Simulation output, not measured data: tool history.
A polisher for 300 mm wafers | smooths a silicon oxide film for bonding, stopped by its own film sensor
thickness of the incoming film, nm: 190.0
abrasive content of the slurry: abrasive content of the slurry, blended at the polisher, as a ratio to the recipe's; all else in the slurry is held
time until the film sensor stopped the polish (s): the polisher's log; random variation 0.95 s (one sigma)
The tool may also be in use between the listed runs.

run  hour  flow of slurry (ml/min)  pressure of the wafer on the pad (kPa)  speed of the pad under the wafer (cm/s)  abrasive content of the slurry  target thickness at which the film sensor stops the polish (Å)  time until the film sensor stopped the polish (s)
  1     0                      215                                    15.2                                       80                               1                                                            1720                                             28.172
  2   8.4                      215                                    14.5                                       80                               1                                                            1720                                             28.883
  3  15.4                      215                                    13.8                                       78                               1                                                            1720                                             31.247
  4  16.9                      245                                    13.8                                       78                               1                                                            1720                                             31.422
  5  25.7                      245                                    13.1                                       78                               1                                                            1720                                             31.977
  6    33                      245                                    12.4                                       76                               1                                                            1720                                             34.296
  7  39.5                      245                                    11.7                                       74                               1                                                            1720                                             38.263

The next listed run, before its measurement:
  8  44.7                      245                                      11                                       74                               1                                                            1720                                                  ?

Run 8 gave time until the film sensor stopped the polish (s) 38.466.
